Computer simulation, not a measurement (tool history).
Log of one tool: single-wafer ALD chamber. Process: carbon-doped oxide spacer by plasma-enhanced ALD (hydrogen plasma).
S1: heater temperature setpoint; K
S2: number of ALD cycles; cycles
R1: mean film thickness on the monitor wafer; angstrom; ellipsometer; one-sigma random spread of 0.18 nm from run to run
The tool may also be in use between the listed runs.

run,day,S1,S2,R1
1,0,663.15,669,315.7
2,0.283,663.15,687,319.68
3,0.454,663.15,706,333.9
4,0.746,653.15,706,332.86
5,1.042,653.15,718,334.17
6,1.308,653.15,730,341.85
7,1.625,653.15,739,348.05

What will run 8 give?
8,1.958,653.15,745,?

R1: 352.01 angstrom
